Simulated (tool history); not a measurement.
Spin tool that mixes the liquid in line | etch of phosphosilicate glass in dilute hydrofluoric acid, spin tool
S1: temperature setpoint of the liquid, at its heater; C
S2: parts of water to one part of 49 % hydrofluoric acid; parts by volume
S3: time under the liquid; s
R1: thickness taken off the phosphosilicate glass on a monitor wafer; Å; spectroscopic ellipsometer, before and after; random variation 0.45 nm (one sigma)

run  hour    S1   S2  S3      R1
  1   0.0  20.0  115  85  716.39
  2   4.4  20.0  115  90  760.05
  3  10.2  20.0  115  90  750.05
  4  17.7  20.0  115  85  725.38
  5  24.2  21.5  115  85  769.80
  6  28.9  21.0  115  85  749.59

Run 7 comes next. What will it give?
  7  37.2  20.5  115  85   ?

{"run 7": {"R1": 735.05}}

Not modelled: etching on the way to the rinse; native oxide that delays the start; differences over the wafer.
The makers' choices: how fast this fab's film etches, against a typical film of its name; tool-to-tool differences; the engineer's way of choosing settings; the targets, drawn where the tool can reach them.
